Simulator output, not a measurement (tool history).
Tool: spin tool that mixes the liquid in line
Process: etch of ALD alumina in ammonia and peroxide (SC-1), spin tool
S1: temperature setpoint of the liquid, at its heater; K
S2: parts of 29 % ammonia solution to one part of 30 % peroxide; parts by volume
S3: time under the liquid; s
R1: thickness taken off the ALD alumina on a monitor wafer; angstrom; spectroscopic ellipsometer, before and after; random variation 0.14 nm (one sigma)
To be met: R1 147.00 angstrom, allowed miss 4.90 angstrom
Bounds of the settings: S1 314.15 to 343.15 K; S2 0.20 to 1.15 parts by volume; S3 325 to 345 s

run 1 hour=0.0 | S1=330.15 S2=0.65 S3=325 | R1=267.08
run 2 hour=2.1 | S1=330.15 S2=0.75 S3=325 | R1=271.90
run 3 hour=9.1 | S1=327.15 S2=0.75 S3=325 | R1=234.38
run 4 hour=11.8 | S1=327.15 S2=0.75 S3=345 | R1=243.89
run 5 hour=15.1 | S1=324.65 S2=0.75 S3=345 | R1=212.81
run 6 hour=17.9 | S1=323.15 S2=0.75 S3=345 | R1=197.10
run 7 hour=20.9 | S1=316.65 S2=0.75 S3=345 | R1=138.15
run 8 hour=29.5 | S1=317.15 S2=0.75 S3=345 | R1=143.46
run 9 hour=35.4 | S1=317.15 S2=0.75 S3=345 | R1=139.84

Which of these 5 next moves meets every target?
run A hour=41.3 | S1=317.65 S2=0.65 S3=325 | R1=?
run B hour=41.3 | S1=318.15 S2=0.60 S3=345 | R1=?
run C hour=41.3 | S1=317.15 S2=0.75 S3=325 | R1=?
run D hour=41.3 | S1=315.65 S2=0.70 S3=345 | R1=?
run E hour=41.3 | S1=316.65 S2=0.85 S3=330 | R1=?

move=A R1=135.08
move=B R1=146.42
move=C R1=133.07
move=D R1=128.70
move=E R1=132.87
A: further off than the last run
B: meets every target
C: further off than the last run
D: further off than the last run
E: further off than the last run
The right move is B.
